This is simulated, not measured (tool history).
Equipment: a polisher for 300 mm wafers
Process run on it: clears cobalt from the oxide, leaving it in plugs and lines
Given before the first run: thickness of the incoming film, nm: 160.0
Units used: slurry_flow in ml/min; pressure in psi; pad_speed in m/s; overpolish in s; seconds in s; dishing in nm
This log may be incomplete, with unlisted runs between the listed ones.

| run | hour | slurry_flow | pressure | pad_speed | overpolish | seconds | dishing |
|---|---|---|---|---|---|---|---|
| 1 | 0 | 300 | 2 | 1.3 | 18 | 24.558 | 60.659 |
| 2 | 5.5 | 300 | 2.1 | 1.3 | 19 | 22.982 | 64.947 |
| 3 | 13 | 300 | 2.2 | 1.3 | 19 | 21.988 | 63.757 |
| 4 | 20.3 | 300 | 2.6 | 1.3 | 19 | 18.731 | 67.802 |
| 5 | 25.9 | 250 | 2.6 | 1.3 | 19 | 19.012 | 67.983 |
| 6 | 30.4 | 250 | 2.2 | 1.3 | 19 | 21.966 | 63.362 |

Expected results for the next run?
| 7 | 32.5 | 250 | 2.3 | 1.3 | 20 | ? | ? |

{"run 7": {"seconds": 21.654, "dishing": 66.281}}

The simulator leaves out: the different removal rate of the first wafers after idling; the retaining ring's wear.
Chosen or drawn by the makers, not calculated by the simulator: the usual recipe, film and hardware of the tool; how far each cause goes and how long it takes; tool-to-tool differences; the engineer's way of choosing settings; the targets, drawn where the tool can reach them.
